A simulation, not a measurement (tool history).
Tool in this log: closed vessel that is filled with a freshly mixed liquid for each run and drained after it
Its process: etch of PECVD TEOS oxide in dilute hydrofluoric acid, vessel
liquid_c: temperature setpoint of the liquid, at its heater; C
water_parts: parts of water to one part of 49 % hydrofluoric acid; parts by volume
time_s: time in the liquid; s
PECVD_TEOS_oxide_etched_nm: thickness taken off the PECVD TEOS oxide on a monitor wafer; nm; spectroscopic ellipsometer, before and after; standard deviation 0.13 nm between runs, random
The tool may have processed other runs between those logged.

Run 1, hour 0.0: liquid_c 21.0 C, water_parts 120 parts by volume, time_s 230 s. Result: PECVD_TEOS_oxide_etched_nm 23.764 nm.
Run 2, hour 2.4: liquid_c 19.5 C, water_parts 130 parts by volume, time_s 230 s. Result: PECVD_TEOS_oxide_etched_nm 20.479 nm.
Run 3, hour 8.2: liquid_c 19.5 C, water_parts 130 parts by volume, time_s 250 s. Result: PECVD_TEOS_oxide_etched_nm 22.076 nm.
Run 4, hour 12.7: liquid_c 17.0 C, water_parts 130 parts by volume, time_s 250 s. Result: PECVD_TEOS_oxide_etched_nm 20.157 nm.
Run 5, hour 18.3: liquid_c 17.0 C, water_parts 130 parts by volume, time_s 250 s. Result: PECVD_TEOS_oxide_etched_nm 19.979 nm.
Run 6, hour 25.7: liquid_c 17.0 C, water_parts 135 parts by volume, time_s 250 s. Result: PECVD_TEOS_oxide_etched_nm 19.298 nm.

Run 7 is up next; what results do you expect?
Run 7, hour 28.7: liquid_c 17.0 C, water_parts 140 parts by volume, time_s 250 s. Result: PECVD_TEOS_oxide_etched_nm ?.

PECVD_TEOS_oxide_etched_nm: 18.480 nm

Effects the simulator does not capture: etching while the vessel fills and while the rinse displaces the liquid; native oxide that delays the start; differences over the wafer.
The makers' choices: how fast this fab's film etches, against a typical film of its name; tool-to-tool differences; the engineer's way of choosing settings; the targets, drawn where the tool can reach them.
